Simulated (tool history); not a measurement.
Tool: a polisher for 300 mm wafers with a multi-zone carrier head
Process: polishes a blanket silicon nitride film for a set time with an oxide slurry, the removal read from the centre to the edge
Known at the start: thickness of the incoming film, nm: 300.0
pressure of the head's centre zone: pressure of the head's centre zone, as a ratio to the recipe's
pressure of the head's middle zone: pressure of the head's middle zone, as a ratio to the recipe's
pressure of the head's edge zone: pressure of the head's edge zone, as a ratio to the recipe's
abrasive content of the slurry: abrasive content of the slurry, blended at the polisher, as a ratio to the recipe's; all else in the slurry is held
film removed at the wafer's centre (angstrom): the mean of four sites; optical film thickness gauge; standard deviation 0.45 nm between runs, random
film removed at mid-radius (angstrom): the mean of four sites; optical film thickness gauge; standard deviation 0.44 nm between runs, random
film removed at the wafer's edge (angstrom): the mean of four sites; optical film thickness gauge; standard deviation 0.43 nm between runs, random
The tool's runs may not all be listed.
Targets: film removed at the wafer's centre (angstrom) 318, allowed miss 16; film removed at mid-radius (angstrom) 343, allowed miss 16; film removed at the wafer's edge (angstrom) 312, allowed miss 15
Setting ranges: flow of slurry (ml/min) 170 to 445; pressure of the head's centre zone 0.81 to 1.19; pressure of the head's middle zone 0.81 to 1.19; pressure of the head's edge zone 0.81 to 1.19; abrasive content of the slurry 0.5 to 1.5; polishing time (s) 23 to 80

run	hour	flow of slurry (ml/min)	pressure of the head's centre zone	pressure of the head's middle zone	pressure of the head's edge zone	abrasive content of the slurry	polishing time (s)	film removed at the wafer's centre (angstrom)	film removed at mid-radius (angstrom)	film removed at the wafer's edge (angstrom)
1	0	285	1	1	1	1	51	440.11	456.97	429.13
2	5.8	285	1	1	1	0.8	51	404.22	410.01	397.26
3	14.1	285	0.99	1.01	0.99	0.75	51	387.23	399.96	373.11
4	18.1	285	0.98	1	0.98	0.75	51	381.08	398.53	385.28
5	22	285	0.98	1.01	0.98	0.7	51	372.26	394.93	368.55
6	29.3	285	0.98	1.01	0.97	0.7	51	378.66	389.13	373.58
7	32.8	285	0.98	1.02	0.97	0.7	51	371.86	391.98	369.44
8	39.4	285	0.95	1.02	0.89	0.5	49	293.85	328.43	297.37
9	45.3	285	0.95	1.02	0.9	0.5	49	296.08	328.41	293.43
10	48.8	285	0.95	1.02	0.91	0.5	49	295.56	325.24	289.06

Consider the 4 candidate settings below. Which is the only one whose results all fall within their allowed miss of target?
A	52.3	260	0.96	1.01	0.87	0.55	51	?	?	?
B	52.3	290	0.95	0.85	0.93	0.65	46	?	?	?
C	52.3	330	0.87	1.1	0.92	0.5	48	?	?	?
D	52.3	320	0.92	1.13	0.84	0.55	43	?	?	?

move	film removed at the wafer's centre (angstrom)	film removed at mid-radius (angstrom)	film removed at the wafer's edge (angstrom)
A	329.86	345.06	313.94
B	321.71	294.53	318.87
C	275.69	341.61	294.44
D	272.64	326.74	264.16
A: all results in spec
B: gets the furthest-off result to its target, but another result is out of tolerance
C: its largest miss is bigger than the last run's
D: its largest miss is bigger than the last run's
A meets every target.
